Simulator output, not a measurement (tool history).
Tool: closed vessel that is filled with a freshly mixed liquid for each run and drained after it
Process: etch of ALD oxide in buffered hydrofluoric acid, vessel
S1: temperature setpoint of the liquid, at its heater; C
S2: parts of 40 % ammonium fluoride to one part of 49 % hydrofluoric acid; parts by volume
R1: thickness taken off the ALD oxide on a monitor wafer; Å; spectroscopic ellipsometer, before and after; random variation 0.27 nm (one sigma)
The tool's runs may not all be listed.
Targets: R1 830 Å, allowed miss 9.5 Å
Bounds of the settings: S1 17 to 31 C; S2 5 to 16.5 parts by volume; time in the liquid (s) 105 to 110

{"run": 1, "day": 0.0, "S1": 23, "S2": 10, "time in the liquid (s)": 105, "R1": 1441.4}
{"run": 2, "day": 0.083, "S1": 23, "S2": 10, "time in the liquid (s)": 110, "R1": 1506.7}
{"run": 3, "day": 0.267, "S1": 23, "S2": 10, "time in the liquid (s)": 105, "R1": 1448.6}
{"run": 4, "day": 0.5, "S1": 21.5, "S2": 10.5, "time in the liquid (s)": 105, "R1": 1269}
{"run": 5, "day": 0.621, "S1": 21.5, "S2": 11.5, "time in the liquid (s)": 105, "R1": 1160.5}
{"run": 6, "day": 0.662, "S1": 21.5, "S2": 11.5, "time in the liquid (s)": 110, "R1": 1214.5}
{"run": 7, "day": 0.779, "S1": 20, "S2": 12, "time in the liquid (s)": 110, "R1": 1074.4}
{"run": 8, "day": 1.154, "S1": 19, "S2": 12.5, "time in the liquid (s)": 110, "R1": 974.76}
{"run": 9, "day": 1.521, "S1": 18.5, "S2": 12.5, "time in the liquid (s)": 110, "R1": 943.17}
{"run": 10, "day": 1.908, "S1": 18, "S2": 12.5, "time in the liquid (s)": 110, "R1": 925.02}
{"run": 11, "day": 2.212, "S1": 17.5, "S2": 12.5, "time in the liquid (s)": 110, "R1": 900.54}

Which of these 5 next moves meets every target?
{"run": "A", "day": 2.517, "S1": 18, "S2": 13, "time in the liquid (s)": 105, "R1": "?"}
{"run": "B", "day": 2.517, "S1": 17, "S2": 12.5, "time in the liquid (s)": 105, "R1": "?"}
{"run": "C", "day": 2.517, "S1": 19, "S2": 14.5, "time in the liquid (s)": 105, "R1": "?"}
{"run": "D", "day": 2.517, "S1": 18, "S2": 13.5, "time in the liquid (s)": 105, "R1": "?"}
{"run": "E", "day": 2.517, "S1": 17.5, "S2": 14, "time in the liquid (s)": 110, "R1": "?"}

move=A R1=847.93
move=B R1=832.36
move=C R1=806.07
move=D R1=817.1
move=E R1=802.81
A: nearer than the last run, and not there yet
B: meets every target
C: takes the result that was furthest off past its target
D: takes the result that was furthest off past its target
E: takes the result that was furthest off past its target
The right move is B.
